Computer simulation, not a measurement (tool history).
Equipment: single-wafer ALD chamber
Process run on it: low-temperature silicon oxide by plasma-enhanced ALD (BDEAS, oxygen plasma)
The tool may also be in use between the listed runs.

run  hour  heater temperature setpoint (°C)  number of ALD cycles (cycles)  mean film thickness on the monitor wafer (angstrom)
  1   0.0                                95                             34                                               50.492
  2   4.3                                95                             31                                               46.235
  3   9.8                               103                             31                                               45.057
  4  18.3                               103                             34                                               49.203
  5  24.0                               110                             34                                               48.500
  6  29.8                               100                             34                                               50.051
  7  34.4                               100                             34                                               50.022
  8  37.5                                97                             35                                               51.813

Run 9 has not been measured yet. What should we expect?
  9  41.4                                94                             36                                                    ?

{"run 9": {"mean film thickness on the monitor wafer (angstrom)": 54.098}}
